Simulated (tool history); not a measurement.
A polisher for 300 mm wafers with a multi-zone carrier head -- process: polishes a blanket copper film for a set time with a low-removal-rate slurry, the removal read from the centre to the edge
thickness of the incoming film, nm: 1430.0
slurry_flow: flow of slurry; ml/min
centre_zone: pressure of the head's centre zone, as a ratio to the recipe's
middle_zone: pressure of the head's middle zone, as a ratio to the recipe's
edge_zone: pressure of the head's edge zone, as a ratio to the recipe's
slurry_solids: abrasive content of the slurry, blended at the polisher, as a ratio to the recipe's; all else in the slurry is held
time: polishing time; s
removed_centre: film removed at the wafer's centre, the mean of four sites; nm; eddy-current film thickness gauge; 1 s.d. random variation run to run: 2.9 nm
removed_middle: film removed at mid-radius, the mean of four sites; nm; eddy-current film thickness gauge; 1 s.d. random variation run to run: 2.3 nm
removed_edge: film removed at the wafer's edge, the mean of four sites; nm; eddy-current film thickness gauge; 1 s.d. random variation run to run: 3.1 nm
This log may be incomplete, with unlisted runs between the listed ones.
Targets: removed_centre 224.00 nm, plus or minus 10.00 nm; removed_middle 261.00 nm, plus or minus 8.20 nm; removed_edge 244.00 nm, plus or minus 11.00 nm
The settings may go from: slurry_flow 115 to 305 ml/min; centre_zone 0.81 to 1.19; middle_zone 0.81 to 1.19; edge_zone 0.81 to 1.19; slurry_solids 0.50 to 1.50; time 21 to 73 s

Run 1, hour 0.0: slurry_flow 195 ml/min, centre_zone 1.00, middle_zone 1.00, edge_zone 1.00, slurry_solids 1.00, time 47 s. Result: removed_centre 191.29 nm, removed_middle 189.78 nm, removed_edge 189.16 nm.
Run 2, hour 3.3: slurry_flow 195 ml/min, centre_zone 1.00, middle_zone 1.00, edge_zone 0.95, slurry_solids 1.00, time 47 s. Result: removed_centre 188.96 nm, removed_middle 192.58 nm, removed_edge 188.40 nm.
Run 3, hour 8.1: slurry_flow 200 ml/min, centre_zone 0.98, middle_zone 1.02, edge_zone 0.96, slurry_solids 1.10, time 48 s. Result: removed_centre 199.13 nm, removed_middle 200.03 nm, removed_edge 197.40 nm.
Run 4, hour 13.9: slurry_flow 200 ml/min, centre_zone 0.95, middle_zone 1.05, edge_zone 0.96, slurry_solids 1.15, time 50 s. Result: removed_centre 195.30 nm, removed_middle 216.35 nm, removed_edge 206.51 nm.
Run 5, hour 22.9: slurry_flow 205 ml/min, centre_zone 0.95, middle_zone 1.07, edge_zone 0.97, slurry_solids 1.25, time 51 s. Result: removed_centre 208.49 nm, removed_middle 228.41 nm, removed_edge 217.88 nm.
Run 6, hour 26.2: slurry_flow 180 ml/min, centre_zone 0.95, middle_zone 1.07, edge_zone 0.97, slurry_solids 1.25, time 51 s. Result: removed_centre 208.49 nm, removed_middle 222.73 nm, removed_edge 216.70 nm.
Run 7, hour 32.5: slurry_flow 190 ml/min, centre_zone 0.95, middle_zone 1.09, edge_zone 0.98, slurry_solids 1.30, time 51 s. Result: removed_centre 204.83 nm, removed_middle 225.69 nm, removed_edge 218.10 nm.
Run 8, hour 41.0: slurry_flow 190 ml/min, centre_zone 0.95, middle_zone 1.09, edge_zone 0.98, slurry_solids 1.30, time 51 s. Result: removed_centre 203.57 nm, removed_middle 226.82 nm, removed_edge 218.80 nm.

Pick the move, out of 5, that brings all results within their allowed miss; only one does.
Run A, hour 49.5: slurry_flow 160 ml/min, centre_zone 0.85, middle_zone 0.97, edge_zone 1.04, slurry_solids 1.50, time 47 s. Result: removed_centre ?, removed_middle ?, removed_edge ?.
Run B, hour 49.5: slurry_flow 180 ml/min, centre_zone 0.92, middle_zone 1.13, edge_zone 1.00, slurry_solids 1.25, time 58 s. Result: removed_centre ?, removed_middle ?, removed_edge ?.
Run C, hour 49.5: slurry_flow 125 ml/min, centre_zone 1.08, middle_zone 1.02, edge_zone 0.89, slurry_solids 0.85, time 54 s. Result: removed_centre ?, removed_middle ?, removed_edge ?.
Run D, hour 49.5: slurry_flow 230 ml/min, centre_zone 0.93, middle_zone 1.19, edge_zone 0.81, slurry_solids 0.80, time 54 s. Result: removed_centre ?, removed_middle ?, removed_edge ?.
Run E, hour 49.5: slurry_flow 130 ml/min, centre_zone 0.99, middle_zone 0.83, edge_zone 1.13, slurry_solids 1.50, time 54 s. Result: removed_centre ?, removed_middle ?, removed_edge ?.

move  removed_centre  removed_middle  removed_edge
   A          167.71          197.91        206.29
   B          218.79          260.15        244.33
   C          203.79          199.52        193.07
   D          195.90          236.55        197.53
   E          212.11          202.55        239.26
A: the biggest miss grows against the last run
B: all results in spec
C: the biggest miss grows against the last run
D: no nearer and no further than the last run
E: the biggest miss grows against the last run
Answer: B

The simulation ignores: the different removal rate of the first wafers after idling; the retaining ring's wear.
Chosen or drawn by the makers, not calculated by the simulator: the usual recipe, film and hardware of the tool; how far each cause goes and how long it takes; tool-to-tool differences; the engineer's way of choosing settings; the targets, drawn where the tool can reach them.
